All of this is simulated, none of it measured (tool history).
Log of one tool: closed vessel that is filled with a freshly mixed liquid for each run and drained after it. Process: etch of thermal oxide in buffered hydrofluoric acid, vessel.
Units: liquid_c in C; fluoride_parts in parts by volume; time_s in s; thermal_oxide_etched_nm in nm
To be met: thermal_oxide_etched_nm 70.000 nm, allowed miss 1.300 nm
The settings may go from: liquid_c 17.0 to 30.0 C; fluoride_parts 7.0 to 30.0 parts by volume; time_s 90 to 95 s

run 1 hour=0.0 | liquid_c=22.0 fluoride_parts=19.0 time_s=90 | thermal_oxide_etched_nm=55.209
run 2 hour=7.0 | liquid_c=23.0 fluoride_parts=19.0 time_s=90 | thermal_oxide_etched_nm=58.096
run 3 hour=15.5 | liquid_c=21.0 fluoride_parts=19.0 time_s=90 | thermal_oxide_etched_nm=52.420
run 4 hour=19.3 | liquid_c=22.5 fluoride_parts=19.0 time_s=90 | thermal_oxide_etched_nm=56.912
run 5 hour=24.1 | liquid_c=23.5 fluoride_parts=19.0 time_s=90 | thermal_oxide_etched_nm=60.008
run 6 hour=28.8 | liquid_c=24.0 fluoride_parts=19.0 time_s=90 | thermal_oxide_etched_nm=61.786
-- hour=31.8 hydrofluoric acid flow meter replaced
run 7 hour=31.8 | liquid_c=24.5 fluoride_parts=19.0 time_s=90 | thermal_oxide_etched_nm=57.566
run 8 hour=38.4 | liquid_c=25.5 fluoride_parts=18.0 time_s=90 | thermal_oxide_etched_nm=64.121
run 9 hour=41.2 | liquid_c=26.0 fluoride_parts=18.0 time_s=90 | thermal_oxide_etched_nm=66.479
run 10 hour=47.9 | liquid_c=26.5 fluoride_parts=18.0 time_s=90 | thermal_oxide_etched_nm=68.156

4 next moves are on the table. One of them brings every result within its allowed miss. Which?
run A hour=54.6 | liquid_c=29.0 fluoride_parts=21.5 time_s=90 | thermal_oxide_etched_nm=?
run B hour=54.6 | liquid_c=26.0 fluoride_parts=18.5 time_s=95 | thermal_oxide_etched_nm=?
run C hour=54.6 | liquid_c=25.0 fluoride_parts=16.0 time_s=90 | thermal_oxide_etched_nm=?
run D hour=54.6 | liquid_c=26.0 fluoride_parts=17.0 time_s=95 | thermal_oxide_etched_nm=?

move=A thermal_oxide_etched_nm=66.178
move=B thermal_oxide_etched_nm=67.493
move=C thermal_oxide_etched_nm=69.874
move=D thermal_oxide_etched_nm=73.351
A: further off than the last run
B: further off than the last run
C: meets every target
D: takes the result that was furthest off past its target
Move C is the one to make.
